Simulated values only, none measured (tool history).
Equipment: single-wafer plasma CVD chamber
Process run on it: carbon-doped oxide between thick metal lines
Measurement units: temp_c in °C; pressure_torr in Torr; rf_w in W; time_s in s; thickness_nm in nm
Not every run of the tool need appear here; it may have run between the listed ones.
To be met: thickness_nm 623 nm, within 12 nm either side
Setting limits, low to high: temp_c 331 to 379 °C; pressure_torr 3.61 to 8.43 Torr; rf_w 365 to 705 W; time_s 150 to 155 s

run    day  temp_c  pressure_torr  rf_w  time_s  thickness_nm
  1      0     355           6.02   535     150        777.58
  2  0.354     350           6.02   535     150        787.61
  3  0.429     344           6.02   535     150         794.3
  4  0.658     344           6.02   570     150        838.48
     0.904  -- RF generator calibrated
  5  0.904     344           6.02   540     150        822.32
  6  1.012     344           5.47   540     150         818.5
  7  1.304     344           5.47   540     150        817.25
  8   1.45     349           5.68   505     150        771.29
  9   1.55     353           5.81   475     150        730.69
 10  1.729     365           4.72   390     150        584.44
 11  2.004     363           4.81   390     150        587.57
 12  2.212     356           5.71   420     150        652.55
 13  2.479     358           5.63   420     150        652.75
 14  2.529     360           5.56   420     150        647.14
 15  2.667     360           5.56   420     150        646.96
 16  2.971     361           5.49   420     150        645.27
 17   3.15     362            5.4   420     150        634.69
 18  3.246     363           5.37   420     150        640.15
 19  3.438     363           5.27   420     150        636.65

Exactly one of the 4 candidate moves below puts every result within its allowed miss. Which one?
  A  3.629     357           5.51   410     155             ?
  B  3.629     363           6.41   430     150             ?
  C  3.629     362           5.41   390     155             ?
  D  3.629     366           4.53   440     154             ?

move  thickness_nm
   A        656.47
   B        662.68
   C        618.34
   D        657.55
A: the biggest miss grows against the last run
B: the biggest miss grows against the last run
C: all results in spec
D: the biggest miss grows against the last run
The move that meets every target is C.
